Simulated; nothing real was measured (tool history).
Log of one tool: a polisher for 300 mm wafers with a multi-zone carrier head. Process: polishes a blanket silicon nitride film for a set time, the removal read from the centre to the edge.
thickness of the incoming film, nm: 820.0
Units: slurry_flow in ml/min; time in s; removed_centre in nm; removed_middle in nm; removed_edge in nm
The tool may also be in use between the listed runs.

| run | hour | slurry_flow | centre_zone | middle_zone | edge_zone | time | removed_centre | removed_middle | removed_edge |
|---|---|---|---|---|---|---|---|---|---|
| 1 | 0 | 150 | 1 | 1 | 1 | 89 | 132.48 | 133.64 | 127.53 |
| 2 | 3.4 | 175 | 1 | 1 | 1 | 89 | 135.18 | 134.95 | 131.11 |
| 3 | 10.7 | 175 | 1 | 0.95 | 1 | 89 | 135.82 | 127.94 | 128.17 |
| 4 | 12.4 | 175 | 1 | 0.9 | 1 | 89 | 137.22 | 120.89 | 128.13 |
| 5 | 14.9 | 175 | 1 | 0.9 | 0.93 | 89 | 136.08 | 122.68 | 124.28 |
| 6 | 23.5 | 180 | 1.03 | 0.93 | 0.96 | 92 | 144.8 | 134.17 | 131.92 |
| 7 | 28.3 | 185 | 1.05 | 0.93 | 0.98 | 94 | 153.16 | 134.55 | 138.85 |
| 8 | 35.6 | 190 | 1.07 | 0.95 | 0.98 | 96 | 160.46 | 141.59 | 139.06 |
| 9 | 44.4 | 190 | 1.08 | 0.97 | 1 | 98 | 163.32 | 148.05 | 144.44 |
| 10 | 51.8 | 195 | 1.1 | 0.98 | 1.01 | 100 | 170.53 | 155.96 | 150.73 |
| 11 | 52.4 | 225 | 1.19 | 0.98 | 1.07 | 106 | 198.56 | 164.42 | 164.75 |

The next listed run, before its measurement:
| 12 | 61.3 | 225 | 1.19 | 0.99 | 1.07 | 106 | ? | ? | ? |

removed_centre: 199.87 nm
removed_middle: 163.85 nm
removed_edge: 163.5 nm
